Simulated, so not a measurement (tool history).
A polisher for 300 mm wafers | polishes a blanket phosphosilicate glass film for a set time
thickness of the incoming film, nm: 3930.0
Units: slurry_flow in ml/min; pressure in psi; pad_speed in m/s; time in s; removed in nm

{"run": 1, "hour": 0.0, "slurry_flow": 280, "pressure": 3.1, "pad_speed": 1.02, "slurry_solids": 1.0, "time": 80, "removed": 603.82}
{"run": 2, "hour": 5.1, "slurry_flow": 280, "pressure": 3.1, "pad_speed": 1.02, "slurry_solids": 1.2, "time": 80, "removed": 648.41}
{"run": 3, "hour": 10.6, "slurry_flow": 280, "pressure": 3.2, "pad_speed": 1.02, "slurry_solids": 1.2, "time": 80, "removed": 645.1}
{"run": 4, "hour": 13.8, "slurry_flow": 280, "pressure": 3.3, "pad_speed": 1.02, "slurry_solids": 1.2, "time": 80, "removed": 673.35}
{"run": 5, "hour": 19.5, "slurry_flow": 340, "pressure": 3.3, "pad_speed": 1.02, "slurry_solids": 1.2, "time": 80, "removed": 677.79}
{"run": 6, "hour": 21.5, "slurry_flow": 340, "pressure": 3.3, "pad_speed": 1.02, "slurry_solids": 1.2, "time": 80, "removed": 675.14}

Run 7 comes next. What will it give?
{"run": 7, "hour": 24.0, "slurry_flow": 340, "pressure": 3.3, "pad_speed": 1.02, "slurry_solids": 1.2, "time": 80, "removed": "?"}

{"run 7": {"removed": 683.57}}
